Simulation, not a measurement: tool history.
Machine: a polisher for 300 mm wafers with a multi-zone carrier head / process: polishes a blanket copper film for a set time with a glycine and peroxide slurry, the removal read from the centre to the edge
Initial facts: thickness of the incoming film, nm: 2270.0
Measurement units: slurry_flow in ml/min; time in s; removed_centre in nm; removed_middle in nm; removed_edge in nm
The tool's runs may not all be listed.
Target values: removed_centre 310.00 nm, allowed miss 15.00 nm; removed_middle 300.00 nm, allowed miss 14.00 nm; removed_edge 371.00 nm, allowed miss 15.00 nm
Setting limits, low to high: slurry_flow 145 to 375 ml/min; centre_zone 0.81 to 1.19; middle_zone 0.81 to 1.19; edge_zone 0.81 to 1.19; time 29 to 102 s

{"run": 1, "hour": 0.0, "slurry_flow": 240, "centre_zone": 1.0, "middle_zone": 1.0, "edge_zone": 1.0, "time": 65, "removed_centre": 376.78, "removed_middle": 361.35, "removed_edge": 362.08}
{"run": 2, "hour": 0.7, "slurry_flow": 230, "centre_zone": 0.96, "middle_zone": 0.96, "edge_zone": 1.03, "time": 65, "removed_centre": 353.5, "removed_middle": 349.54, "removed_edge": 369.62}
{"run": 3, "hour": 1.9, "slurry_flow": 225, "centre_zone": 0.94, "middle_zone": 0.92, "edge_zone": 1.04, "time": 65, "removed_centre": 349.33, "removed_middle": 340.67, "removed_edge": 368.52}
{"run": 4, "hour": 8.0, "slurry_flow": 265, "centre_zone": 0.94, "middle_zone": 0.92, "edge_zone": 1.04, "time": 65, "removed_centre": 354.63, "removed_middle": 343.87, "removed_edge": 372.78}
{"run": 5, "hour": 13.0, "slurry_flow": 260, "centre_zone": 0.92, "middle_zone": 0.89, "edge_zone": 1.06, "time": 64, "removed_centre": 336.16, "removed_middle": 320.92, "removed_edge": 370.47}
{"run": 6, "hour": 21.0, "slurry_flow": 260, "centre_zone": 0.92, "middle_zone": 0.89, "edge_zone": 1.06, "time": 50, "removed_centre": 270.04, "removed_middle": 250.35, "removed_edge": 292.43}
{"run": 7, "hour": 23.9, "slurry_flow": 260, "centre_zone": 0.91, "middle_zone": 0.89, "edge_zone": 1.09, "time": 53, "removed_centre": 277.25, "removed_middle": 267.18, "removed_edge": 315.63}
{"run": 8, "hour": 26.3, "slurry_flow": 260, "centre_zone": 0.92, "middle_zone": 0.89, "edge_zone": 1.11, "time": 55, "removed_centre": 290.67, "removed_middle": 282.58, "removed_edge": 328.26}
{"run": 9, "hour": 29.0, "slurry_flow": 260, "centre_zone": 0.92, "middle_zone": 0.87, "edge_zone": 1.13, "time": 56, "removed_centre": 304.63, "removed_middle": 280.02, "removed_edge": 335.74}

Exercise: of the 4 proposed moves below, exactly one satisfies all targets within the stated allowed misses. Which move is it?
{"run": "A", "hour": 31.7, "slurry_flow": 245, "centre_zone": 1.09, "middle_zone": 1.02, "edge_zone": 1.15, "time": 57, "removed_centre": "?", "removed_middle": "?", "removed_edge": "?"}
{"run": "B", "hour": 31.7, "slurry_flow": 260, "centre_zone": 0.93, "middle_zone": 0.92, "edge_zone": 1.1, "time": 57, "removed_centre": "?", "removed_middle": "?", "removed_edge": "?"}
{"run": "C", "hour": 31.7, "slurry_flow": 290, "centre_zone": 0.99, "middle_zone": 1.0, "edge_zone": 1.03, "time": 59, "removed_centre": "?", "removed_middle": "?", "removed_edge": "?"}
{"run": "D", "hour": 31.7, "slurry_flow": 225, "centre_zone": 0.87, "middle_zone": 0.84, "edge_zone": 1.11, "time": 63, "removed_centre": "?", "removed_middle": "?", "removed_edge": "?"}

move=A removed_centre=351.37 removed_middle=319.79 removed_edge=342.19
move=B removed_centre=304.43 removed_middle=295.32 removed_edge=336.52
move=C removed_centre=338.35 removed_middle=331.26 removed_edge=339.46
move=D removed_centre=310.50 removed_middle=298.17 removed_edge=369.70
A: moves away from the targets compared with the last run
B: no nearer and no further than the last run
C: better than the last run, though not everything is in spec
D: meets every target
The right move is D.
